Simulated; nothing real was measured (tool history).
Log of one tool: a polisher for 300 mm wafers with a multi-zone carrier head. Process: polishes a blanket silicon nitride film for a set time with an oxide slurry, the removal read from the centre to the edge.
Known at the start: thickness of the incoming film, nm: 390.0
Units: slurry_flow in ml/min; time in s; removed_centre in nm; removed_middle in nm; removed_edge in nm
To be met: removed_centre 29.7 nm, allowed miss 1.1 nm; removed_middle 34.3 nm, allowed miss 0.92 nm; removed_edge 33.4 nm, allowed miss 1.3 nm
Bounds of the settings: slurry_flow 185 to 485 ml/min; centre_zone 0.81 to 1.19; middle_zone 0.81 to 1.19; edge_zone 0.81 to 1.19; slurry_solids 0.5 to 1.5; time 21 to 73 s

run,hour,slurry_flow,centre_zone,middle_zone,edge_zone,slurry_solids,time,removed_centre,removed_middle,removed_edge
1,0,310,1,1,1,1,47,23.315,22.7,22.961
2,4.4,310,1,1.04,1,1,47,23.287,23.433,23.172
3,12.5,370,1,1.04,1,1,47,23.618,24.112,23.767
4,15.8,370,1,1.11,1,1,47,23.603,25.149,23.11
5,24.7,370,1,1.11,1.08,1,47,23.418,24.879,24.076
6,30.8,370,1,1.19,1.08,1,47,23.453,26.296,24.732
7,36.2,370,1,1.19,1.09,1.1,47,24.925,27.633,25.683
8,42.8,365,0.99,1.19,1.11,1.15,47,25.547,28.636,27.3
9,48.7,365,0.98,1.19,1.11,1.2,47,25.84,29.041,26.995
10,55.3,330,0.88,1.1,1.19,1.45,55,28.074,34.339,35.929

Which of these 5 next moves meets every target?
A,61.9,325,0.96,1.09,1.18,1.45,52,?,?,?
B,61.9,335,0.92,1.19,1.09,1.35,50,?,?,?
C,61.9,300,0.95,1.16,1.14,1.1,60,?,?,?
D,61.9,360,0.91,1.14,1.08,1.45,50,?,?,?
E,61.9,390,0.98,1.11,1.05,1.45,50,?,?,?

move,removed_centre,removed_middle,removed_edge
A,30.081,32.307,33.222
B,27.036,32.365,29.803
C,30.023,34.187,32.956
D,27.744,32.464,30.729
E,30.043,32.008,30.466
A: brings the result that was furthest off to its target, and leaves another outside
B: takes the result that was furthest off past its target
C: meets every target
D: takes the result that was furthest off past its target
E: takes the result that was furthest off past its target
The right move is C.

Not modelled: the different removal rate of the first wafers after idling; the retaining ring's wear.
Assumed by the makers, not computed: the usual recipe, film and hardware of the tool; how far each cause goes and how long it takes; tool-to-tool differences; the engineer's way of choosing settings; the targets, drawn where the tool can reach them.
